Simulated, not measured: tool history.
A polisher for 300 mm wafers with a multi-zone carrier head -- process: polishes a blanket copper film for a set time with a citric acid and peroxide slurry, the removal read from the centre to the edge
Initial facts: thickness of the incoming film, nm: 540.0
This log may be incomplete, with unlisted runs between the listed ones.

| run | hour | flow of slurry (ml/min) | pressure of the head's centre zone | pressure of the head's middle zone | pressure of the head's edge zone | abrasive content of the slurry | polishing time (s) | film removed at the wafer's centre (Å) | film removed at mid-radius (Å) | film removed at the wafer's edge (Å) |
|---|---|---|---|---|---|---|---|---|---|---|
| 1 | 0 | 175 | 1 | 1 | 1 | 1 | 67 | 1773.4 | 1765.5 | 1752.5 |
| 2 | 7.1 | 165 | 0.95 | 0.98 | 0.96 | 0.9 | 66 | 1590.7 | 1707.3 | 1655.8 |
| 3 | 10.2 | 165 | 0.95 | 0.98 | 0.89 | 0.9 | 66 | 1599.3 | 1670.1 | 1636.9 |
| 4 | 13.6 | 155 | 0.93 | 0.97 | 0.88 | 0.8 | 65 | 1504.4 | 1596.4 | 1517.1 |
| 5 | 15.8 | 155 | 0.93 | 0.97 | 0.88 | 0.8 | 57 | 1301.9 | 1399 | 1336.2 |
| 6 | 23.9 | 165 | 0.92 | 0.97 | 0.9 | 0.85 | 57 | 1336.2 | 1427.6 | 1362.8 |

Forecast run 7:
| 7 | 29 | 160 | 0.91 | 0.97 | 0.93 | 0.9 | 57 | ? | ? | ? |

{"run 7": {"film removed at the wafer's centre (Å)": 1328.4, "film removed at mid-radius (Å)": 1385.9, "film removed at the wafer's edge (Å)": 1440.9}}

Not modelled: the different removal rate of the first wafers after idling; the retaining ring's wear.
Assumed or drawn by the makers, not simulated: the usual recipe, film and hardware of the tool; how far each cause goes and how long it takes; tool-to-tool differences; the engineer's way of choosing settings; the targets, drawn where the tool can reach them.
